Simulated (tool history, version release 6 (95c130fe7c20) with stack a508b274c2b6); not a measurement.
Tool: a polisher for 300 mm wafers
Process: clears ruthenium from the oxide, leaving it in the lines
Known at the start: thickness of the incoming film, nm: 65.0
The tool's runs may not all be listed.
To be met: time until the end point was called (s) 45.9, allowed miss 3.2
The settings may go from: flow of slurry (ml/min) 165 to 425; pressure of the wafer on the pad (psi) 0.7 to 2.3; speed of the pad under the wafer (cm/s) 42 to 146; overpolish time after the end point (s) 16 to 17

| run | hour | flow of slurry (ml/min) | pressure of the wafer on the pad (psi) | speed of the pad under the wafer (cm/s) | overpolish time after the end point (s) | time until the end point was called (s) |
|---|---|---|---|---|---|---|
| 1 | 0 | 275 | 1.5 | 94 | 16 | 65.672 |
| 2 | 2.4 | 275 | 1.4 | 94 | 16 | 69.631 |
| 3 | 7.3 | 275 | 1.5 | 96 | 16 | 65.06 |
| 4 | 14.4 | 275 | 1.6 | 98 | 16 | 58.947 |
| 5 | 20.9 | 275 | 1.6 | 80 | 16 | 70.475 |
| 6 | 28.1 | 275 | 1.7 | 82 | 16 | 65.656 |
| 7 | 34 | 275 | 1.8 | 84 | 16 | 60.67 |
| 8 | 42.8 | 275 | 1.9 | 84 | 16 | 59.723 |
| 9 | 44.7 | 275 | 2 | 86 | 16 | 56.507 |
| 10 | 46.7 | 275 | 2 | 88 | 16 | 56.794 |
| 11 | 50.9 | 275 | 2 | 90 | 16 | 54.814 |
| 12 | 58.4 | 275 | 2 | 92 | 16 | 53.908 |
| 13 | 61 | 275 | 2 | 94 | 16 | 51.169 |

4 next moves are on the table. One of them brings every result within its allowed miss. Which?
| A | 63.6 | 190 | 1.8 | 86 | 17 | ? |
| B | 63.6 | 260 | 1.9 | 110 | 17 | ? |
| C | 63.6 | 280 | 1.8 | 94 | 17 | ? |
| D | 63.6 | 345 | 2.1 | 80 | 16 | ? |

| move | time until the end point was called (s) |
|---|---|
| A | 63.016 |
| B | 46.327 |
| C | 55.696 |
| D | 55.981 |
A: further off than the last run
B: meets every target
C: further off than the last run
D: further off than the last run
Answer: B

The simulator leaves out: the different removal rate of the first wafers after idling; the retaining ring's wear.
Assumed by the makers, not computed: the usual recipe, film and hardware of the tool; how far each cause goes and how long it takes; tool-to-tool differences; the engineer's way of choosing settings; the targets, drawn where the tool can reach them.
